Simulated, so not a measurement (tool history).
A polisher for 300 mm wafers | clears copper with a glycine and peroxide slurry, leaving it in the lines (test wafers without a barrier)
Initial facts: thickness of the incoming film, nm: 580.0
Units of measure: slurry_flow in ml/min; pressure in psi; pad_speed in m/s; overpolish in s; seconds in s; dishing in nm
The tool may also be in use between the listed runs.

| run | hour | slurry_flow | pressure | pad_speed | overpolish | seconds | dishing |
|---|---|---|---|---|---|---|---|
| 1 | 0 | 275 | 2.9 | 0.8 | 21 | 129.35 | 70.268 |
| 2 | 3.8 | 275 | 2.9 | 0.98 | 21 | 110.19 | 76.844 |
| 3 | 5.2 | 275 | 2.9 | 0.98 | 28 | 110.74 | 94.306 |
| 4 | 11 | 275 | 3 | 0.98 | 28 | 105.8 | 97.051 |
| 5 | 17.6 | 275 | 3 | 0.98 | 21 | 106.13 | 79.199 |
| 6 | 20.8 | 275 | 3 | 0.78 | 21 | 129.37 | 70.566 |

For run 7, what comes out?
| 7 | 24 | 275 | 3.1 | 0.78 | 21 | ? | ? |

Run 7 gave seconds 124.09 s, dishing 68.833 nm.
